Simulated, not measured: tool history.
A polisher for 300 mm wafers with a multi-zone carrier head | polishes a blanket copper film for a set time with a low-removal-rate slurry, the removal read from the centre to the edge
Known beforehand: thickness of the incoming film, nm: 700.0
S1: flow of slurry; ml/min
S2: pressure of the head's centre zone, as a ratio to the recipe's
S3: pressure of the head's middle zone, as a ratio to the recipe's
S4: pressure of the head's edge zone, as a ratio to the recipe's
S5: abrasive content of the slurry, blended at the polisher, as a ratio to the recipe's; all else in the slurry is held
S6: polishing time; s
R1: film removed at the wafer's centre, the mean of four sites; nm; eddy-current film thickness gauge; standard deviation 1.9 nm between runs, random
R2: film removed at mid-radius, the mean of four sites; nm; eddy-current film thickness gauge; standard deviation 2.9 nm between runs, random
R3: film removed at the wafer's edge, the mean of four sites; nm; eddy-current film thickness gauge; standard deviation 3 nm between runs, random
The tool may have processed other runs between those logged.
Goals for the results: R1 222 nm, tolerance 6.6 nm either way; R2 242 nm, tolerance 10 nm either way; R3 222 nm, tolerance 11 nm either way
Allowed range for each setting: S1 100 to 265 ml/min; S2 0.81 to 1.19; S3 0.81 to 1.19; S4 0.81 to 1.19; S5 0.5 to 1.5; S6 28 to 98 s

run	hour	S1	S2	S3	S4	S5	S6	R1	R2	R3
1	0	170	1	1	1	1	63	174.45	173.2	170.54
2	2.1	170	1	1	1.07	1	63	174.84	174.78	180.16
3	5	185	1.02	1.06	1.1	1.1	64	189.03	192.26	183.17
4	9.5	145	1.02	1.06	1.1	1.1	64	179.87	183.09	176.8
5	14.5	145	1.02	1.06	1.1	0.9	64	173.04	176.35	180.12
6	17.6	120	1.02	1.06	1.1	0.9	64	169.2	173.79	171.97
7	23.6	150	1.02	1.1	1.13	1	66	183.4	195.9	188.09
8	25.1	175	1.03	1.12	1.15	1.05	67	191.71	206.59	197.63
9	27	190	1.04	1.14	1.16	1.1	68	201.11	213.34	199.28
10	29.4	195	1.03	1.14	1.17	1.15	70	207.77	221.64	209.69

Which single option among these 5 for the next run brings every result within its allowed miss of target? Just one does.
A	31.8	160	1.08	1.01	1.16	1.15	73	?	?	?
B	31.8	180	1.16	1.08	1	1.35	67	?	?	?
C	31.8	140	1.09	1.04	1.19	1.15	76	?	?	?
D	31.8	200	1.06	1.16	1.09	1.3	64	?	?	?
E	31.8	185	1.04	1.18	1.15	1.15	74	?	?	?

move	R1	R2	R3
A	218.63	207.48	215.71
B	224.96	209.73	190.24
C	224.71	217.08	224.3
D	198.22	214.76	190.21
E	218.43	245.1	220.34
A: puts the biggest miss on target and leaves a different result outside tolerance
B: puts the biggest miss on target and leaves a different result outside tolerance
C: puts the biggest miss on target and leaves a different result outside tolerance
D: further off than the last run
E: every result lands within tolerance
Correct choice: E, which meets every target
